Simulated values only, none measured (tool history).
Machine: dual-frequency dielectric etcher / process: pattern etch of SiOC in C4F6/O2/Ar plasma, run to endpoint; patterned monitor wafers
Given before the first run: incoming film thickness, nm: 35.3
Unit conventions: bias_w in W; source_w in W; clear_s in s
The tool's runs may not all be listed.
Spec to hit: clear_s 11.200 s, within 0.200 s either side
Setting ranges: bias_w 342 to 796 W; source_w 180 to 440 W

{"run": 1, "hour": 0.0, "bias_w": 569, "source_w": 310, "clear_s": 13.1}
{"run": 2, "hour": 2.0, "bias_w": 569, "source_w": 290, "clear_s": 13.352}
{"run": 3, "hour": 10.0, "bias_w": 606, "source_w": 290, "clear_s": 12.935}
{"run": 4, "hour": 14.5, "bias_w": 633, "source_w": 290, "clear_s": 12.727}
{"run": 5, "hour": 20.0, "bias_w": 658, "source_w": 290, "clear_s": 12.604}
{"run": 6, "hour": 23.9, "bias_w": 618, "source_w": 290, "clear_s": 12.98}
{"run": 7, "hour": 24.5, "bias_w": 645, "source_w": 300, "clear_s": 12.634}
{"run": 8, "hour": 27.2, "bias_w": 669, "source_w": 310, "clear_s": 12.323}
{"run": 9, "hour": 30.2, "bias_w": 688, "source_w": 320, "clear_s": 12.073}
{"run": 10, "hour": 34.5, "bias_w": 688, "source_w": 320, "clear_s": 12.126}

Next run, 4 choices. One meets every target within its allowed miss, the rest don't. Which?
{"run": "A", "hour": 38.8, "bias_w": 698, "source_w": 350, "clear_s": "?"}
{"run": "B", "hour": 38.8, "bias_w": 575, "source_w": 250, "clear_s": "?"}
{"run": "C", "hour": 38.8, "bias_w": 772, "source_w": 360, "clear_s": "?"}
{"run": "D", "hour": 38.8, "bias_w": 762, "source_w": 300, "clear_s": "?"}

move=A clear_s=11.643
move=B clear_s=13.655
move=C clear_s=11.123
move=D clear_s=11.733
A: closer than the last run, but not yet in spec
B: lands further from the targets than the last run did
C: all results in spec
D: closer than the last run, but not yet in spec
Correct choice: C, which meets every target

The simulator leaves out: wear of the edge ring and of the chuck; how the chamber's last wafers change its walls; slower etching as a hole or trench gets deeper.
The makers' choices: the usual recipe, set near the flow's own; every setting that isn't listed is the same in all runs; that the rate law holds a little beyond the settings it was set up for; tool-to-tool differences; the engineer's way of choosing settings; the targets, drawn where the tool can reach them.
